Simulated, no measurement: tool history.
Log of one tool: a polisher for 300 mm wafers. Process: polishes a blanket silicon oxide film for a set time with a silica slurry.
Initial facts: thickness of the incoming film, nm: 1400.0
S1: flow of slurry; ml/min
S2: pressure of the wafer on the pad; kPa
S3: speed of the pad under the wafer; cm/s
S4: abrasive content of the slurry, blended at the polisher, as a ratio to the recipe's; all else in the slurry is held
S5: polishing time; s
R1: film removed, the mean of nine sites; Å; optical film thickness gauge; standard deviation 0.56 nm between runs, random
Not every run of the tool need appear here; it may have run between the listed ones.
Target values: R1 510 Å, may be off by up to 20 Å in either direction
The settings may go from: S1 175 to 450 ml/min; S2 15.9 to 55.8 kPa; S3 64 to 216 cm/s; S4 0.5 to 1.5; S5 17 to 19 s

Run 1, hour 0: S1 290 ml/min, S2 35.9 kPa, S3 140 cm/s, S4 1, S5 19 s. Result: R1 869.08 Å.
Run 2, hour 6: S1 290 ml/min, S2 35.9 kPa, S3 140 cm/s, S4 1.2, S5 19 s. Result: R1 939 Å.
Run 3, hour 8.6: S1 290 ml/min, S2 35.9 kPa, S3 140 cm/s, S4 1.05, S5 19 s. Result: R1 867.18 Å.
Run 4, hour 14.3: S1 290 ml/min, S2 35.9 kPa, S3 140 cm/s, S4 1.05, S5 19 s. Result: R1 888.08 Å.
Run 5, hour 15.4: S1 290 ml/min, S2 43.4 kPa, S3 140 cm/s, S4 1.05, S5 19 s. Result: R1 1075.3 Å.
Run 6, hour 17.4: S1 345 ml/min, S2 43.4 kPa, S3 140 cm/s, S4 1.05, S5 19 s. Result: R1 1092.6 Å.
Run 7, hour 19.4: S1 345 ml/min, S2 36.5 kPa, S3 138 cm/s, S4 1.05, S5 19 s. Result: R1 921.29 Å.
Run 8, hour 23.8: S1 335 ml/min, S2 31 kPa, S3 136 cm/s, S4 1.05, S5 19 s. Result: R1 760.15 Å.
Run 9, hour 28: S1 335 ml/min, S2 27.6 kPa, S3 136 cm/s, S4 1.05, S5 19 s. Result: R1 684.63 Å.
Run 10, hour 29.9: S1 335 ml/min, S2 17.9 kPa, S3 134 cm/s, S4 1.05, S5 19 s. Result: R1 448.52 Å.
Run 11, hour 35.3: S1 345 ml/min, S2 18.6 kPa, S3 134 cm/s, S4 1.05, S5 19 s. Result: R1 460.29 Å.
Run 12, hour 41.4: S1 345 ml/min, S2 19.3 kPa, S3 134 cm/s, S4 1.05, S5 19 s. Result: R1 475.24 Å.

Of the 5 settings listed for the next run, only one would bring every result within its allowed miss of target. Which one?
Run A, hour 47.5: S1 360 ml/min, S2 22.1 kPa, S3 140 cm/s, S4 1.1, S5 18 s. Result: R1 ?.
Run B, hour 47.5: S1 320 ml/min, S2 22.1 kPa, S3 142 cm/s, S4 0.95, S5 18 s. Result: R1 ?.
Run C, hour 47.5: S1 360 ml/min, S2 17.9 kPa, S3 138 cm/s, S4 1.05, S5 19 s. Result: R1 ?.
Run D, hour 47.5: S1 345 ml/min, S2 17.9 kPa, S3 134 cm/s, S4 1.15, S5 17 s. Result: R1 ?.
Run E, hour 47.5: S1 345 ml/min, S2 17.9 kPa, S3 134 cm/s, S4 1.1, S5 18 s. Result: R1 ?.

move      R1
   A   537.8
   B  503.18
   C  451.19
   D  409.85
   E  425.39
A: takes the biggest miss from the last run beyond its target
B: meets every target
C: lands further from the targets than the last run did
D: lands further from the targets than the last run did
E: lands further from the targets than the last run did
The move that meets every target is B.
